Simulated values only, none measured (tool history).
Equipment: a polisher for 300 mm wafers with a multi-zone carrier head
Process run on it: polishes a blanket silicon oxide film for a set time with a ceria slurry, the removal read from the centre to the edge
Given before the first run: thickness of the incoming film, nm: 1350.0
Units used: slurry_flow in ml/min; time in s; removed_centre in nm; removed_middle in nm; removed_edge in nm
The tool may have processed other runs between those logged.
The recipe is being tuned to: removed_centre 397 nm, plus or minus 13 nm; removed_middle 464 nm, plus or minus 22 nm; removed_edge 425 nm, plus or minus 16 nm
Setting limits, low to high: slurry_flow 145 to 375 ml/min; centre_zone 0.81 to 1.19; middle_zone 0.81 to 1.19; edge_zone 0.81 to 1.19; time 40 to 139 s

run	hour	slurry_flow	centre_zone	middle_zone	edge_zone	time	removed_centre	removed_middle	removed_edge
1	0	240	1	1	1	89	323.86	315.14	327.11
2	2.1	240	1	1	1	80	294.39	275.96	288.94
3	5.4	240	1	1.07	1	80	292.29	299.53	289.83
4	10.1	240	1	0.98	1	80	288.48	283.34	291.84
5	11.4	250	0.98	1.01	1	85	304.41	310.48	303.33
6	19.8	250	0.98	1.01	0.95	85	306.39	308.76	302.72
7	24.4	250	0.97	1.02	0.96	89	320.92	328.44	318.69
8	29.3	275	0.94	1.12	1.06	110	379.07	438.8	412.69

Exercise: of the 4 proposed moves below, exactly one satisfies all targets within the stated allowed misses. Which move is it?
A	34.2	245	0.94	1.15	1.03	115	?	?	?
B	34.2	240	0.85	1.12	1.15	113	?	?	?
C	34.2	270	0.87	1.16	1.13	108	?	?	?
D	34.2	320	0.98	1.19	1.04	104	?	?	?

move	removed_centre	removed_middle	removed_edge
A	392.7	461.32	419.85
B	347.67	442.22	435.5
C	345.04	441.09	416.19
D	381.42	441.06	388.97
A: in spec on every target
B: the biggest miss grows against the last run
C: the biggest miss grows against the last run
D: the biggest miss grows against the last run
A meets every target.

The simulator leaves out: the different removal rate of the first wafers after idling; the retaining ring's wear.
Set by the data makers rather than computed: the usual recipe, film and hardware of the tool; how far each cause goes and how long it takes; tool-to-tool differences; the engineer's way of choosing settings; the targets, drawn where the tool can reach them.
